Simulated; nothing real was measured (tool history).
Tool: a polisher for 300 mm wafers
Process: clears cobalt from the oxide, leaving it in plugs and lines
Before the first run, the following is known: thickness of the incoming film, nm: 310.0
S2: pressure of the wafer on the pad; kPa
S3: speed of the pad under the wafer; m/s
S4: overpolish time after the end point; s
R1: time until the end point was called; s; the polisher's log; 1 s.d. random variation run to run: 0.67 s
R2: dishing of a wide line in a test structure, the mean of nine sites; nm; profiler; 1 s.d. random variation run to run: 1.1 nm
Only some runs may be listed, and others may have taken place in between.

run 1 hour=0 | flow_of_slurry_(ml/min)=215 S2=11 S3=1.18 S4=26 | R1=75.503 R2=50.146
run 2 hour=5 | flow_of_slurry_(ml/min)=215 S2=11.7 S3=1.18 S4=24 | R1=71.251 R2=50.171
run 3 hour=13.3 | flow_of_slurry_(ml/min)=215 S2=11.7 S3=1.18 S4=19 | R1=71.336 R2=44.422
run 4 hour=20.2 | flow_of_slurry_(ml/min)=215 S2=9.7 S3=1.18 S4=19 | R1=88.183 R2=39.778
run 5 hour=26.6 | flow_of_slurry_(ml/min)=215 S2=10.3 S3=1.18 S4=18 | R1=81.323 R2=39.505
-- hour=30.6 head pressure recalibrated
run 6 hour=30.6 | flow_of_slurry_(ml/min)=215 S2=11 S3=1.18 S4=18 | R1=70.22 R2=44.899
run 7 hour=34.7 | flow_of_slurry_(ml/min)=215 S2=11 S3=1.18 S4=17 | R1=69.024 R2=40.773
run 8 hour=40 | flow_of_slurry_(ml/min)=220 S2=11.7 S3=1.18 S4=18 | R1=64.302 R2=47.007
run 9 hour=44.3 | flow_of_slurry_(ml/min)=220 S2=11.7 S3=1.18 S4=17 | R1=64.098 R2=44.359
run 10 hour=44.9 | flow_of_slurry_(ml/min)=225 S2=11.7 S3=1.18 S4=17 | R1=65.417 R2=43.382

For run 11, what comes out?
run 11 hour=51.8 | flow_of_slurry_(ml/min)=230 S2=11.7 S3=1.18 S4=17 | R1=? R2=?

Run 11 produced R1 65.226 s, R2 43.176 nm.

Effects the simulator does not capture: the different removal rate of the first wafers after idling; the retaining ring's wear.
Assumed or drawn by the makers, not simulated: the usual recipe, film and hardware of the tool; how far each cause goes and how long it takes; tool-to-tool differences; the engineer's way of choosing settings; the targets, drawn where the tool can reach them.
